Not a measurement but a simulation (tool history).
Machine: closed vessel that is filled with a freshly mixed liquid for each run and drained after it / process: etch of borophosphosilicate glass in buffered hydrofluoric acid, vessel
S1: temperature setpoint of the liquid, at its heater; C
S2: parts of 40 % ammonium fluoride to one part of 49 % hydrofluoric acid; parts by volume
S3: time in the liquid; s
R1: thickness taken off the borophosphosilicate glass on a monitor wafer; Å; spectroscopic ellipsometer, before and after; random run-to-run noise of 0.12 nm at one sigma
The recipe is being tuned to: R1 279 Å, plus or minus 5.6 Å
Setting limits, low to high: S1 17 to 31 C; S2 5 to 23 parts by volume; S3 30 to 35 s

| run | hour | S1 | S2 | S3 | R1 |
|---|---|---|---|---|---|
| 1 | 0 | 23 | 14 | 35 | 505.65 |
| 2 | 8.3 | 23 | 16 | 35 | 437.69 |
| 3 | 15.3 | 22.5 | 16 | 35 | 428.67 |
| 4 | 17.8 | 22 | 16.5 | 35 | 404.82 |
| 5 | 25.4 | 21.5 | 16.5 | 35 | 393.25 |
| 6 | 32 | 24 | 16.5 | 35 | 451.55 |
| 7 | 40.5 | 23 | 16.5 | 35 | 426.15 |
| 8 | 48 | 22.5 | 16.5 | 35 | 416.71 |
| 9 | 49.8 | 22 | 16.5 | 35 | 402.16 |
| 10 | 50.9 | 21.5 | 16.5 | 35 | 390.81 |
| 11 | 53.5 | 17.5 | 18 | 35 | 288.28 |

Below are 4 possible settings for the next run. Only one of them brings all results inside the allowed miss of their targets. Which is it?
| A | 56.1 | 19 | 17.5 | 30 | ? |
| B | 56.1 | 17 | 19 | 35 | ? |
| C | 56.1 | 19 | 18 | 30 | ? |
| D | 56.1 | 18 | 20 | 35 | ? |

| move | R1 |
|---|---|
| A | 277.88 |
| B | 267.04 |
| C | 270.23 |
| D | 268.5 |
A: all results in spec
B: carries the result that was furthest off beyond its target, to the other side
C: carries the result that was furthest off beyond its target, to the other side
D: carries the result that was furthest off beyond its target, to the other side
The right move is A.
